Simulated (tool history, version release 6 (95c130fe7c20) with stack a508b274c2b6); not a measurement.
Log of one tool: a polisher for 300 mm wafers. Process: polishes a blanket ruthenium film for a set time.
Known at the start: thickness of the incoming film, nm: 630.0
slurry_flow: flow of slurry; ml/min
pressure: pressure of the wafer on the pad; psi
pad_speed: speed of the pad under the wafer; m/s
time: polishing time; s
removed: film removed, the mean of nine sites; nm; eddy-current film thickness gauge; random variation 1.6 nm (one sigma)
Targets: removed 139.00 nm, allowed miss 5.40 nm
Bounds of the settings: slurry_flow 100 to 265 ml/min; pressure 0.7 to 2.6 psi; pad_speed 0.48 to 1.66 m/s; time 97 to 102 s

Run 1, day 0.000: slurry_flow 170 ml/min, pressure 1.6 psi, pad_speed 1.06 m/s, time 97 s. Result: removed 109.61 nm.
Run 2, day 0.054: slurry_flow 170 ml/min, pressure 1.8 psi, pad_speed 1.06 m/s, time 97 s. Result: removed 123.04 nm.
Run 3, day 0.158: slurry_flow 170 ml/min, pressure 1.8 psi, pad_speed 0.94 m/s, time 97 s. Result: removed 113.22 nm.
Run 4, day 0.321: slurry_flow 145 ml/min, pressure 1.8 psi, pad_speed 0.94 m/s, time 97 s. Result: removed 108.88 nm.
Run 5, day 0.583: slurry_flow 145 ml/min, pressure 1.8 psi, pad_speed 0.94 m/s, time 97 s. Result: removed 108.03 nm.
Run 6, day 0.738: slurry_flow 145 ml/min, pressure 1.8 psi, pad_speed 0.94 m/s, time 102 s. Result: removed 114.25 nm.
Run 7, day 0.938: slurry_flow 155 ml/min, pressure 1.8 psi, pad_speed 0.94 m/s, time 102 s. Result: removed 115.31 nm.
Run 8, day 1.138: slurry_flow 160 ml/min, pressure 1.8 psi, pad_speed 0.94 m/s, time 102 s. Result: removed 114.03 nm.
Run 9, day 1.475: slurry_flow 160 ml/min, pressure 2.0 psi, pad_speed 0.94 m/s, time 102 s. Result: removed 127.53 nm.
Run 10, day 1.779: slurry_flow 165 ml/min, pressure 2.1 psi, pad_speed 0.94 m/s, time 102 s. Result: removed 134.12 nm.

5 next moves are on the table. One of them brings every result within its allowed miss. Which?
Run A, day 2.083: slurry_flow 175 ml/min, pressure 1.6 psi, pad_speed 1.24 m/s, time 100 s. Result: removed ?.
Run B, day 2.083: slurry_flow 160 ml/min, pressure 2.1 psi, pad_speed 0.94 m/s, time 97 s. Result: removed ?.
Run C, day 2.083: slurry_flow 190 ml/min, pressure 1.8 psi, pad_speed 1.06 m/s, time 99 s. Result: removed ?.
Run D, day 2.083: slurry_flow 180 ml/min, pressure 2.2 psi, pad_speed 0.92 m/s, time 102 s. Result: removed ?.
Run E, day 2.083: slurry_flow 175 ml/min, pressure 2.1 psi, pad_speed 0.94 m/s, time 97 s. Result: removed ?.

move  removed
   A   127.16
   B   126.11
   C   126.20
   D   138.64
   E   128.07
A: further off than the last run
B: further off than the last run
C: further off than the last run
D: meets every target
E: further off than the last run
The right move is D.
